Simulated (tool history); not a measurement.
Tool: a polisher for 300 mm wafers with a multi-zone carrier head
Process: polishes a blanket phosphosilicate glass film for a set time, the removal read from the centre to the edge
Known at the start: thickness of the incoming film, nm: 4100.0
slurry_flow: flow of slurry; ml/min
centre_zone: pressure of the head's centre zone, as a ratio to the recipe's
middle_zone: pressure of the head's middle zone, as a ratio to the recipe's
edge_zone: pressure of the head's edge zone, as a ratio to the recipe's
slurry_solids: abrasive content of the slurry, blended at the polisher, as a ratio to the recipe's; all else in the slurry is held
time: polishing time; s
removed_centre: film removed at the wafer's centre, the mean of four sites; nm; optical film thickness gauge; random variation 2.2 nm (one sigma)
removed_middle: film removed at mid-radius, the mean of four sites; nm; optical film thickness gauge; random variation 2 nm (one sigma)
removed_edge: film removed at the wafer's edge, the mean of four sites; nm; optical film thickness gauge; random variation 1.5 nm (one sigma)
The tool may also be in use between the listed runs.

{"run": 1, "hour": 0.0, "slurry_flow": 220, "centre_zone": 1, "middle_zone": 1, "edge_zone": 1, "slurry_solids": 1, "time": 33, "removed_centre": 202.64, "removed_middle": 205.87, "removed_edge": 201.72}
{"run": 2, "hour": 5.8, "slurry_flow": 260, "centre_zone": 1, "middle_zone": 1, "edge_zone": 1, "slurry_solids": 1, "time": 33, "removed_centre": 202.09, "removed_middle": 208.83, "removed_edge": 205.17}
{"run": 3, "hour": 11.3, "slurry_flow": 260, "centre_zone": 1.05, "middle_zone": 1, "edge_zone": 1, "slurry_solids": 1, "time": 33, "removed_centre": 213.65, "removed_middle": 205.72, "removed_edge": 207.09}
{"run": 4, "hour": 12.1, "slurry_flow": 260, "centre_zone": 1.05, "middle_zone": 1, "edge_zone": 0.94, "slurry_solids": 1, "time": 33, "removed_centre": 212.5, "removed_middle": 209.34, "removed_edge": 198.62}
{"run": 5, "hour": 19.0, "slurry_flow": 260, "centre_zone": 1.05, "middle_zone": 0.94, "edge_zone": 0.94, "slurry_solids": 1, "time": 33, "removed_centre": 216.4, "removed_middle": 192.32, "removed_edge": 201.43}
{"run": 6, "hour": 20.6, "slurry_flow": 235, "centre_zone": 1.05, "middle_zone": 0.94, "edge_zone": 0.94, "slurry_solids": 1, "time": 33, "removed_centre": 210.67, "removed_middle": 198.9, "removed_edge": 199.26}
{"run": 7, "hour": 22.9, "slurry_flow": 230, "centre_zone": 1.04, "middle_zone": 0.94, "edge_zone": 0.93, "slurry_solids": 0.9, "time": 33, "removed_centre": 208.65, "removed_middle": 190.2, "removed_edge": 194.97}

Forecast run 8:
{"run": 8, "hour": 23.9, "slurry_flow": 230, "centre_zone": 1.02, "middle_zone": 0.95, "edge_zone": 0.92, "slurry_solids": 0.85, "time": 32, "removed_centre": "?", "removed_middle": "?", "removed_edge": "?"}

Run 8 gave removed_centre 190.56 nm, removed_middle 182.5 nm, removed_edge 183.38 nm.

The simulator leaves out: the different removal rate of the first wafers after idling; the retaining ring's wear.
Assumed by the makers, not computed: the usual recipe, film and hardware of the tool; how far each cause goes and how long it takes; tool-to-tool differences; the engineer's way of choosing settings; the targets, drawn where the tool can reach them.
